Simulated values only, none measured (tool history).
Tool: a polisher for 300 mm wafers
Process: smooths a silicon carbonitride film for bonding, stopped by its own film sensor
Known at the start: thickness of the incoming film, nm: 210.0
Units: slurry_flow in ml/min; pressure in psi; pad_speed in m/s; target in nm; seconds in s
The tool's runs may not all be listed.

| run | day | slurry_flow | pressure | pad_speed | slurry_solids | target | seconds |
|---|---|---|---|---|---|---|---|
| 1 | 0.000 | 320 | 1.9 | 1.02 | 1.0 | 189 | 71.548 |
| 2 | 0.283 | 320 | 2.3 | 1.02 | 1.0 | 189 | 63.052 |
| 3 | 0.342 | 320 | 1.9 | 0.92 | 1.0 | 189 | 79.074 |
| 4 | 0.388 | 320 | 1.6 | 0.88 | 1.0 | 189 | 91.297 |
| 5 | 0.496 | 320 | 1.6 | 0.70 | 1.0 | 189 | 108.420 |
| 6 | 0.858 | 320 | 1.5 | 0.70 | 1.0 | 189 | 114.720 |

Forecast run 7:
| 7 | 1.067 | 320 | 1.5 | 0.70 | 1.0 | 189 | ? |

{"run 7": {"seconds": 116.61}}
